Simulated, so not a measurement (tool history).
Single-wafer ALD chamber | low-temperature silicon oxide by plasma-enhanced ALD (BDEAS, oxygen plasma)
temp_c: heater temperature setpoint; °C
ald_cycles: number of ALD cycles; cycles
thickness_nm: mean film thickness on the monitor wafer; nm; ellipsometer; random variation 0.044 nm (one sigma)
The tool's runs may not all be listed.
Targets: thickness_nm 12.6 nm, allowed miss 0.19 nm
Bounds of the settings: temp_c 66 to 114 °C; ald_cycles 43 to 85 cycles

run 1 hour=0 | temp_c=90 ald_cycles=64 | thickness_nm=9.6148
run 2 hour=5.2 | temp_c=88 ald_cycles=66 | thickness_nm=9.9979
run 3 hour=11.7 | temp_c=97 ald_cycles=66 | thickness_nm=9.6391
run 4 hour=16 | temp_c=97 ald_cycles=60 | thickness_nm=8.7766
run 5 hour=23.4 | temp_c=101 ald_cycles=60 | thickness_nm=8.6728
run 6 hour=29 | temp_c=94 ald_cycles=60 | thickness_nm=8.9014
run 7 hour=31.1 | temp_c=91 ald_cycles=62 | thickness_nm=9.3202
run 8 hour=32.6 | temp_c=88 ald_cycles=64 | thickness_nm=9.7469
run 9 hour=36.6 | temp_c=85 ald_cycles=66 | thickness_nm=10.179
run 10 hour=40.6 | temp_c=83 ald_cycles=67 | thickness_nm=10.394
run 11 hour=45.7 | temp_c=81 ald_cycles=68 | thickness_nm=10.575
run 12 hour=48.7 | temp_c=79 ald_cycles=69 | thickness_nm=10.834
run 13 hour=49.9 | temp_c=78 ald_cycles=70 | thickness_nm=11.077
run 14 hour=55.7 | temp_c=77 ald_cycles=71 | thickness_nm=11.268
run 15 hour=59.8 | temp_c=76 ald_cycles=72 | thickness_nm=11.425
run 16 hour=66 | temp_c=75 ald_cycles=73 | thickness_nm=11.695
run 17 hour=68.2 | temp_c=74 ald_cycles=73 | thickness_nm=11.66
run 18 hour=75 | temp_c=73 ald_cycles=74 | thickness_nm=11.911

5 next moves are on the table. One of them brings every result within its allowed miss. Which?
run A hour=81.8 | temp_c=68 ald_cycles=79 | thickness_nm=?
run B hour=81.8 | temp_c=77 ald_cycles=83 | thickness_nm=?
run C hour=81.8 | temp_c=71 ald_cycles=80 | thickness_nm=?
run D hour=81.8 | temp_c=76 ald_cycles=79 | thickness_nm=?
run E hour=81.8 | temp_c=67 ald_cycles=79 | thickness_nm=?

move=A thickness_nm=12.908
move=B thickness_nm=13.116
move=C thickness_nm=12.928
move=D thickness_nm=12.531
move=E thickness_nm=12.955
A: takes the result that was furthest off past its target
B: takes the result that was furthest off past its target
C: takes the result that was furthest off past its target
D: meets every target
E: takes the result that was furthest off past its target
Move D is the one to make.
